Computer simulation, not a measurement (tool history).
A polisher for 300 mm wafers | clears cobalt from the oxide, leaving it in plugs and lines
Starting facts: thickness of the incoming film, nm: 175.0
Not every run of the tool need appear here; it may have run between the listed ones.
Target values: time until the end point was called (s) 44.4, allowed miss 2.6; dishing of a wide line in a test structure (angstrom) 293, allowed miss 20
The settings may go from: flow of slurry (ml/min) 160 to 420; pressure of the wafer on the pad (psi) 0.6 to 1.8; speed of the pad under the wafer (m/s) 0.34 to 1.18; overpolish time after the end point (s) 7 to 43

| run | hour | flow of slurry (ml/min) | pressure of the wafer on the pad (psi) | speed of the pad under the wafer (m/s) | overpolish time after the end point (s) | time until the end point was called (s) | dishing of a wide line in a test structure (angstrom) |
|---|---|---|---|---|---|---|---|
| 1 | 0 | 270 | 1.2 | 0.76 | 22 | 61.467 | 436.43 |
| 2 | 5.8 | 270 | 1.3 | 0.76 | 18 | 56.68 | 407.71 |
| 3 | 8.9 | 235 | 1.3 | 0.76 | 18 | 57.858 | 392.51 |
| 4 | 11.6 | 215 | 1.4 | 0.76 | 15 | 55.69 | 362.47 |
| 5 | 13.2 | 165 | 1.4 | 0.76 | 15 | 56.512 | 356.92 |
| 6 | 17.1 | 165 | 1.5 | 0.76 | 13 | 51.416 | 347.87 |
| 7 | 22.6 | 165 | 1.6 | 0.74 | 12 | 50.879 | 321.43 |
| 8 | 30.8 | 165 | 1.6 | 0.74 | 11 | 51.551 | 303.39 |

Next run, 5 choices. One meets every target within its allowed miss, the rest don't. Which?
| A | 39 | 180 | 1.8 | 0.82 | 7 | ? | ? |
| B | 39 | 215 | 1.5 | 0.88 | 11 | ? | ? |
| C | 39 | 205 | 1.2 | 1.12 | 9 | ? | ? |
| D | 39 | 220 | 1.5 | 0.6 | 14 | ? | ? |
| E | 39 | 165 | 1.6 | 0.74 | 10 | ? | ? |

| move | time until the end point was called (s) | dishing of a wide line in a test structure (angstrom) |
|---|---|---|
| A | 41.032 | 264.6 |
| B | 44.504 | 353.85 |
| C | 43.998 | 306.15 |
| D | 64.281 | 322.28 |
| E | 51.706 | 293.07 |
A: takes the biggest miss from the last run beyond its target
B: corrects the largest miss of the last run, while another result sits out of spec
C: meets every target
D: the biggest miss grows against the last run
E: about as far from the targets as the last run
The move that meets every target is C.

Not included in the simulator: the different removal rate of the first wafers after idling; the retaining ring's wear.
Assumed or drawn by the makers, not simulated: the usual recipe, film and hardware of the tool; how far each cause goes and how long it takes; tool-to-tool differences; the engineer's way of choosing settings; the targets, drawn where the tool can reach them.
